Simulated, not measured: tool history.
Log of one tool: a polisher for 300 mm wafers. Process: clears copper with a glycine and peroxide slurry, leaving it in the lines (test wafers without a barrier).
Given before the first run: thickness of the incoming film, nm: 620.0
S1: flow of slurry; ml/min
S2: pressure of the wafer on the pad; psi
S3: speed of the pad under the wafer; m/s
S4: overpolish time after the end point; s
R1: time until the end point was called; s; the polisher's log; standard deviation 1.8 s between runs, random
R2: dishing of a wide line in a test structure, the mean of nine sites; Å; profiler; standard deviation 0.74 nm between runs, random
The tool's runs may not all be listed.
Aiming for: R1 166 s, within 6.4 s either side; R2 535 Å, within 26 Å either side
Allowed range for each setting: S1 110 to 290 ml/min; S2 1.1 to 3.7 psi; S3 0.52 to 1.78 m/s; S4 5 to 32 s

{"run": 1, "hour": 0.0, "S1": 185, "S2": 2.4, "S3": 1.14, "S4": 16, "R1": 126.48, "R2": 494.32}
{"run": 2, "hour": 6.6, "S1": 185, "S2": 2.4, "S3": 1.14, "S4": 9, "R1": 124.32, "R2": 305.53}
{"run": 3, "hour": 13.3, "S1": 185, "S2": 2.4, "S3": 1.14, "S4": 14, "R1": 126.78, "R2": 435.23}
{"run": 4, "hour": 15.6, "S1": 185, "S2": 2.4, "S3": 1.42, "S4": 14, "R1": 108.83, "R2": 512.48}
{"run": 5, "hour": 17.9, "S1": 185, "S2": 2.2, "S3": 1.42, "S4": 14, "R1": 120.54, "R2": 477.27}
{"run": 6, "hour": 22.1, "S1": 180, "S2": 2, "S3": 1.44, "S4": 15, "R1": 125.62, "R2": 479.66}
{"run": 7, "hour": 27.4, "S1": 180, "S2": 1.8, "S3": 1.44, "S4": 16, "R1": 137.37, "R2": 472.1}
{"run": 8, "hour": 35.3, "S1": 180, "S2": 1.7, "S3": 1.44, "S4": 17, "R1": 145.57, "R2": 472.86}
{"run": 9, "hour": 36.6, "S1": 180, "S2": 1.6, "S3": 1.44, "S4": 18, "R1": 154.92, "R2": 461.29}
{"run": 10, "hour": 41.1, "S1": 180, "S2": 1.6, "S3": 1.44, "S4": 19, "R1": 151.04, "R2": 486.04}

Which one of the following 5 next-run settings gets every result inside its allowed miss? There is exactly one.
{"run": "A", "hour": 45.6, "S1": 185, "S2": 1.5, "S3": 1.2, "S4": 25, "R1": "?", "R2": "?"}
{"run": "B", "hour": 45.6, "S1": 175, "S2": 1.6, "S3": 1.26, "S4": 23, "R1": "?", "R2": "?"}
{"run": "C", "hour": 45.6, "S1": 170, "S2": 1.5, "S3": 1.34, "S4": 27, "R1": "?", "R2": "?"}
{"run": "D", "hour": 45.6, "S1": 185, "S2": 1.4, "S3": 1.3, "S4": 31, "R1": "?", "R2": "?"}
{"run": "E", "hour": 45.6, "S1": 195, "S2": 1.3, "S3": 1.54, "S4": 19, "R1": "?", "R2": "?"}

move=A R1=176.31 R2=524.32
move=B R1=163.9 R2=520.96
move=C R1=166.3 R2=577.03
move=D R1=176.98 R2=607.23
move=E R1=167.71 R2=433.28
A: pushes the last run's worst result past its target
B: in spec on every target
C: meets the target for the result that was furthest off, but another lies outside its allowed miss
D: pushes the last run's worst result past its target
E: meets the target for the result that was furthest off, but another lies outside its allowed miss
Go with B: it meets all targets.
